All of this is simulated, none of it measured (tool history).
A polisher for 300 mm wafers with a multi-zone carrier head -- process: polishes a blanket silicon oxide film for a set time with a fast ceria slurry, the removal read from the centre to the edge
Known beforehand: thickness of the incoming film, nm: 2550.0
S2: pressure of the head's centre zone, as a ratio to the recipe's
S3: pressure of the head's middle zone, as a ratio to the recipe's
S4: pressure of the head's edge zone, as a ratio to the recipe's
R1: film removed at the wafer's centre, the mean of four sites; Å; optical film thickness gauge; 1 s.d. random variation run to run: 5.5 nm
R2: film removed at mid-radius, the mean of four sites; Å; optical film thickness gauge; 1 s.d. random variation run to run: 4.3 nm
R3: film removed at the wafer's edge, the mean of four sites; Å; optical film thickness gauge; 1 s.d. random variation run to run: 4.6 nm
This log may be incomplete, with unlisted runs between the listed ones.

{"run": 1, "hour": 0.0, "flow of slurry (ml/min)": 145, "S2": 1.0, "S3": 1.0, "S4": 1.0, "polishing time (s)": 51, "R1": 8845.8, "R2": 8576.2, "R3": 9089.3}
{"run": 2, "hour": 8.2, "flow of slurry (ml/min)": 145, "S2": 1.06, "S3": 1.0, "S4": 1.0, "polishing time (s)": 51, "R1": 9493.6, "R2": 8591.0, "R3": 9026.6}
{"run": 3, "hour": 14.7, "flow of slurry (ml/min)": 145, "S2": 1.06, "S3": 0.96, "S4": 1.0, "polishing time (s)": 51, "R1": 9378.5, "R2": 8436.1, "R3": 9034.3}
{"run": 4, "hour": 19.5, "flow of slurry (ml/min)": 115, "S2": 1.06, "S3": 0.96, "S4": 1.0, "polishing time (s)": 51, "R1": 8752.8, "R2": 7827.2, "R3": 8736.4}
{"hour": 28.0, "done": "slurry nozzle cleaned"}
{"run": 5, "hour": 28.0, "flow of slurry (ml/min)": 130, "S2": 1.06, "S3": 0.96, "S4": 1.0, "polishing time (s)": 51, "R1": 10228.0, "R2": 8870.9, "R3": 9579.6}
{"run": 6, "hour": 35.6, "flow of slurry (ml/min)": 115, "S2": 1.1, "S3": 1.01, "S4": 1.02, "polishing time (s)": 46, "R1": 9129.1, "R2": 8294.9, "R3": 8541.0}
{"run": 7, "hour": 39.1, "flow of slurry (ml/min)": 140, "S2": 1.06, "S3": 0.97, "S4": 0.96, "polishing time (s)": 42, "R1": 8351.7, "R2": 7595.3, "R3": 7740.4}
{"run": 8, "hour": 47.7, "flow of slurry (ml/min)": 145, "S2": 1.04, "S3": 0.93, "S4": 0.93, "polishing time (s)": 39, "R1": 7749.5, "R2": 6791.5, "R3": 7169.5}
{"run": 9, "hour": 49.9, "flow of slurry (ml/min)": 140, "S2": 1.03, "S3": 0.92, "S4": 0.9, "polishing time (s)": 38, "R1": 7617.2, "R2": 6584.0, "R3": 6766.6}
{"run": 10, "hour": 50.6, "flow of slurry (ml/min)": 130, "S2": 1.01, "S3": 0.91, "S4": 0.89, "polishing time (s)": 38, "R1": 7175.8, "R2": 6307.6, "R3": 6771.5}

Run 11, settings as shown, results not yet in. Your forecast:
{"run": 11, "hour": 53.1, "flow of slurry (ml/min)": 100, "S2": 1.04, "S3": 0.93, "S4": 0.81, "polishing time (s)": 35, "R1": "?", "R2": "?", "R3": "?"}

{"run 11": {"R1": 6463.1, "R2": 5711.9, "R3": 5733.9}}
